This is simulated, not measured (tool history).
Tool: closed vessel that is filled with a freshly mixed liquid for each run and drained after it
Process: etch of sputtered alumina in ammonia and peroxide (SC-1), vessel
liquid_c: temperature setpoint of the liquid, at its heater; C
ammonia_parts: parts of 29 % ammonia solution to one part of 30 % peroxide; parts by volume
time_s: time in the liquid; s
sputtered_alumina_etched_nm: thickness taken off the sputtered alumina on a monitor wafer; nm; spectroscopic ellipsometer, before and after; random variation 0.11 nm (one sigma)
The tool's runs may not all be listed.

run 1 day=0.000 | liquid_c=55.0 ammonia_parts=0.95 time_s=715 | sputtered_alumina_etched_nm=61.792
run 2 day=0.304 | liquid_c=49.5 ammonia_parts=0.95 time_s=715 | sputtered_alumina_etched_nm=45.885
run 3 day=0.650 | liquid_c=49.5 ammonia_parts=1.20 time_s=715 | sputtered_alumina_etched_nm=46.910
run 4 day=0.871 | liquid_c=46.0 ammonia_parts=1.20 time_s=715 | sputtered_alumina_etched_nm=38.488
run 5 day=1.067 | liquid_c=44.0 ammonia_parts=1.20 time_s=715 | sputtered_alumina_etched_nm=34.389
run 6 day=1.338 | liquid_c=42.5 ammonia_parts=1.20 time_s=715 | sputtered_alumina_etched_nm=31.749

Run 7 comes next. What will it give?
run 7 day=1.383 | liquid_c=42.5 ammonia_parts=1.20 time_s=715 | sputtered_alumina_etched_nm=?

Run 7 gave sputtered_alumina_etched_nm 31.646 nm.
